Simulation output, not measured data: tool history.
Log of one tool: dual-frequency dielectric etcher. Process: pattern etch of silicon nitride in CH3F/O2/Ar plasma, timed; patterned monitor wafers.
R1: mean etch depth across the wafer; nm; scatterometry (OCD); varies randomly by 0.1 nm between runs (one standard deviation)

{"run": 1, "hour": 0.0, "source power (W)": 330, "bias power (W)": 73, "etch time (s)": 85.5, "R1": 54.758}
{"run": 2, "hour": 7.1, "source power (W)": 330, "bias power (W)": 60, "etch time (s)": 85.5, "R1": 51.091}
{"run": 3, "hour": 11.8, "source power (W)": 300, "bias power (W)": 58, "etch time (s)": 85.5, "R1": 48.369}
{"run": 4, "hour": 18.1, "source power (W)": 280, "bias power (W)": 57, "etch time (s)": 85.5, "R1": 47.037}
{"run": 5, "hour": 22.0, "source power (W)": 280, "bias power (W)": 57, "etch time (s)": 89.5, "R1": 49.11}
{"run": 6, "hour": 24.5, "source power (W)": 280, "bias power (W)": 62, "etch time (s)": 89.5, "R1": 50.515}
{"run": 7, "hour": 31.5, "source power (W)": 260, "bias power (W)": 60, "etch time (s)": 89.5, "R1": 48.612}
{"run": 8, "hour": 37.3, "source power (W)": 260, "bias power (W)": 60, "etch time (s)": 89.5, "R1": 48.754}
{"run": 9, "hour": 40.3, "source power (W)": 250, "bias power (W)": 58, "etch time (s)": 89.5, "R1": 47.437}

For run 10, what comes out?
{"run": 10, "hour": 46.5, "source power (W)": 240, "bias power (W)": 57, "etch time (s)": 89.5, "R1": "?"}

Run 10 came out at R1 46.168 nm.
